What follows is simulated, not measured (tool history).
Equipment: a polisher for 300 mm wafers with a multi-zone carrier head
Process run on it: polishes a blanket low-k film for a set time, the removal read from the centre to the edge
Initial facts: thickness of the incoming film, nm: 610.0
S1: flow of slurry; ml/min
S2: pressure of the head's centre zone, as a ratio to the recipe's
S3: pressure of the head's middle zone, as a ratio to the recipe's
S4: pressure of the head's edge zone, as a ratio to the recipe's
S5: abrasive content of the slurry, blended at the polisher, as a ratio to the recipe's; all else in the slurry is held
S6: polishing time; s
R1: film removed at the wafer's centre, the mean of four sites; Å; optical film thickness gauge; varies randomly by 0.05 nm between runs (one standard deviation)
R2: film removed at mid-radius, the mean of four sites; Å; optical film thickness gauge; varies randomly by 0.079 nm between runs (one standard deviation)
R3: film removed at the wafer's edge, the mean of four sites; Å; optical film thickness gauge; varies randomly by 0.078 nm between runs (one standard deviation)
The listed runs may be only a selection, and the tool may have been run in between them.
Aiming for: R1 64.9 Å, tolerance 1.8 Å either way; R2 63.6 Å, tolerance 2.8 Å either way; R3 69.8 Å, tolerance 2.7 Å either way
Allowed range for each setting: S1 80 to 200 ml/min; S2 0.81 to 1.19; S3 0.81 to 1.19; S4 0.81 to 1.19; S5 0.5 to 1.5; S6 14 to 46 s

run,hour,S1,S2,S3,S4,S5,S6,R1,R2,R3
1,0,130,1,1,1,1,30,120.63,120.06,120.78
2,6.4,130,1,1,0.92,1,30,119.27,120.47,115
3,10.6,130,1,0.94,0.92,1,30,119.87,115.08,112.87
4,18.6,130,1,0.94,0.92,1.15,30,127.56,123.9,121.46
5,20.9,130,1,0.94,0.92,1.35,30,134.73,126.7,128.45
# hour 21.7: worn pad replaced by a new one
6,21.7,110,1,0.94,0.92,1.35,30,141.41,135.57,138.04
7,23.3,110,1,0.94,0.92,1.35,30,142.37,138.46,134.42
8,27.3,130,0.96,0.91,0.91,1.1,29,126.17,123.39,124.07
9,35.4,125,0.97,0.93,0.97,0.95,25,102.96,99.642,103.63

5 candidate next runs follow, results not yet known. Just one meets every target within its allowed miss. Identify it.
A,43.5,130,1,0.86,1.02,0.7,19,?,?,?
B,43.5,160,0.84,1.19,0.81,0.9,23,?,?,?
C,43.5,95,0.93,0.86,1.06,0.8,20,?,?,?
D,43.5,110,0.84,0.85,1.17,1.1,35,?,?,?
E,43.5,120,0.94,0.87,1.03,0.9,17,?,?,?

move,R1,R2,R3
A,70.891,64.43,70.165
B,83.45,111.07,86.948
C,69.443,68.423,77.127
D,128.87,139.26,164.92
E,65.65,64.083,69.863
A: gains on the last run, yet a result remains outside its allowed miss
B: gains on the last run, yet a result remains outside its allowed miss
C: gains on the last run, yet a result remains outside its allowed miss
D: the biggest miss grows against the last run
E: every result lands within tolerance
E is the move that brings every result within its allowed miss.
